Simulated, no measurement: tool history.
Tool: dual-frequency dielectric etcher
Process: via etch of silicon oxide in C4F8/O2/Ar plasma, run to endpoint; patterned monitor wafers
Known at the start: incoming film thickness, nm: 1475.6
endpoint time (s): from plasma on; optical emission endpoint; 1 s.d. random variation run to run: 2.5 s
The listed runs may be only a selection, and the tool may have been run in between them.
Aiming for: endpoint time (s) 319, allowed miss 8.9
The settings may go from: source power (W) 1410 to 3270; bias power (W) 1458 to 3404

run  hour  source power (W)  bias power (W)  endpoint time (s)
  1     0              2340            2431             259.62
  2   5.5              2530            2431             249.12
  3   6.6              2370            2431             253.71
  4  13.6              2370            2172             264.15
  5  20.3              2240            2110             274.06
  6  24.9              1970            2110             298.18
  7  29.3              1940            2102             294.46
  8  37.5              1890            2087             302.51
  9  38.2              1640            2008             337.21
 10  46.5              1670            2013             329.73

4 candidate next runs follow, results not yet known. Just one meets every target within its allowed miss. Identify it.
  A  54.8              1540            2225                  ?
  B  54.8              1610            1927                  ?
  C  54.8              1590            2067                  ?
  D  54.8              1650            2205                  ?

move  endpoint time (s)
   A             334.38
   B             339.08
   C             334.82
   D             320.75
A: misses by more than the last run did
B: misses by more than the last run did
C: misses by more than the last run did
D: hits every target within its allowed miss
Go with D: it meets all targets.

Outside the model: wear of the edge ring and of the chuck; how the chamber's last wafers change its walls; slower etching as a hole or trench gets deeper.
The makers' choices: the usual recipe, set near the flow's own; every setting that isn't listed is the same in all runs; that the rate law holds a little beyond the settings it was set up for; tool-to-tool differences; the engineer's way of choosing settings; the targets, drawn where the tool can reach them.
